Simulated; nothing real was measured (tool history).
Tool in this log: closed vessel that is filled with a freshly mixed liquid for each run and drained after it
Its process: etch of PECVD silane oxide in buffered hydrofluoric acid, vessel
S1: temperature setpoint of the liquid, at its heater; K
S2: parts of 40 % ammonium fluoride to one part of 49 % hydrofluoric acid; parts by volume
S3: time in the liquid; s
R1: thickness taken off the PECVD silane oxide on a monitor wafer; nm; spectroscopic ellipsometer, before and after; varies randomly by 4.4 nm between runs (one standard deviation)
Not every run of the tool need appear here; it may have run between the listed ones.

{"run": 1, "hour": 0.0, "S1": 294.15, "S2": 18.5, "S3": 105, "R1": 186.79}
{"run": 2, "hour": 3.1, "S1": 297.15, "S2": 18.5, "S3": 105, "R1": 218.88}
{"run": 3, "hour": 4.6, "S1": 297.15, "S2": 18.5, "S3": 110, "R1": 226.14}
{"run": 4, "hour": 11.6, "S1": 297.15, "S2": 23.5, "S3": 110, "R1": 188.74}
{"run": 5, "hour": 18.5, "S1": 297.15, "S2": 23.5, "S3": 105, "R1": 179.5}
{"run": 6, "hour": 21.5, "S1": 297.15, "S2": 23.5, "S3": 105, "R1": 184.5}
{"run": 7, "hour": 28.3, "S1": 298.15, "S2": 20.5, "S3": 105, "R1": 208.51}
{"run": 8, "hour": 29.5, "S1": 298.65, "S2": 18, "S3": 105, "R1": 241.15}
{"run": 9, "hour": 35.6, "S1": 299.15, "S2": 16, "S3": 105, "R1": 280.71}

What does the tool deliver on the next run?
{"run": 10, "hour": 44.5, "S1": 299.65, "S2": 14.5, "S3": 105, "R1": "?"}

{"run 10": {"R1": 312.72}}
